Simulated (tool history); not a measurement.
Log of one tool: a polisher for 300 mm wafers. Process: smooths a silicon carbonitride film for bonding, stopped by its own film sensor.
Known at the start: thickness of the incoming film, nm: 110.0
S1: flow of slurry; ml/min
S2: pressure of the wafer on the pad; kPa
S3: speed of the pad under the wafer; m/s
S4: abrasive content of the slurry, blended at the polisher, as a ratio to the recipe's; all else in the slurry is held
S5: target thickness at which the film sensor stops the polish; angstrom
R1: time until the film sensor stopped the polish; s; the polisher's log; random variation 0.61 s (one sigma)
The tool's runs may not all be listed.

run,hour,S1,S2,S3,S4,S5,R1
1,0.0,305,13.1,1.00,1.0,970,51.971
2,0.9,305,15.9,1.00,1.0,970,43.628
3,5.2,305,15.9,1.00,1.0,970,42.820
4,12.4,255,15.9,1.00,1.0,970,44.438
5,20.3,255,13.1,1.00,1.0,970,52.543
6,22.0,255,13.1,1.00,1.2,970,48.122
7,27.3,255,14.5,1.02,1.2,970,41.591

Run 8 comes next. What will it give?
8,31.7,255,15.2,1.02,1.2,970,?

{"run 8": {"R1": 40.001}}
